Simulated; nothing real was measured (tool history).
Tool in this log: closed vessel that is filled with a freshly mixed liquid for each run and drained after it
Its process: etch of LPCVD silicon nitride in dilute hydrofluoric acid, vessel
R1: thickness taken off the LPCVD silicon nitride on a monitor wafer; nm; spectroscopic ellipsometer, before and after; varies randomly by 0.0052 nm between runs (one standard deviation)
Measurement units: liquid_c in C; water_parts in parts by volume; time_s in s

{"run": 1, "hour": 0.0, "liquid_c": 21.0, "water_parts": 280, "time_s": 740, "R1": 1.1521}
{"run": 2, "hour": 8.1, "liquid_c": 20.0, "water_parts": 295, "time_s": 740, "R1": 1.0097}
{"run": 3, "hour": 17.1, "liquid_c": 19.5, "water_parts": 305, "time_s": 740, "R1": 0.96898}
{"run": 4, "hour": 18.2, "liquid_c": 19.5, "water_parts": 360, "time_s": 740, "R1": 0.82115}
{"run": 5, "hour": 20.6, "liquid_c": 19.5, "water_parts": 310, "time_s": 740, "R1": 0.95328}
{"run": 6, "hour": 21.5, "liquid_c": 19.0, "water_parts": 320, "time_s": 740, "R1": 0.90612}
{"run": 7, "hour": 25.5, "liquid_c": 19.0, "water_parts": 320, "time_s": 740, "R1": 0.90337}
{"run": 8, "hour": 28.7, "liquid_c": 18.5, "water_parts": 330, "time_s": 740, "R1": 0.82997}
{"run": 9, "hour": 31.2, "liquid_c": 18.0, "water_parts": 335, "time_s": 740, "R1": 0.80451}
{"run": 10, "hour": 33.1, "liquid_c": 18.0, "water_parts": 340, "time_s": 740, "R1": 0.78957}
{"run": 11, "hour": 41.0, "liquid_c": 18.0, "water_parts": 345, "time_s": 740, "R1": 0.76693}

Expected results for the next run?
{"run": 12, "hour": 47.8, "liquid_c": 17.5, "water_parts": 345, "time_s": 740, "R1": "?"}

Run 12 produced R1 0.75657 nm.

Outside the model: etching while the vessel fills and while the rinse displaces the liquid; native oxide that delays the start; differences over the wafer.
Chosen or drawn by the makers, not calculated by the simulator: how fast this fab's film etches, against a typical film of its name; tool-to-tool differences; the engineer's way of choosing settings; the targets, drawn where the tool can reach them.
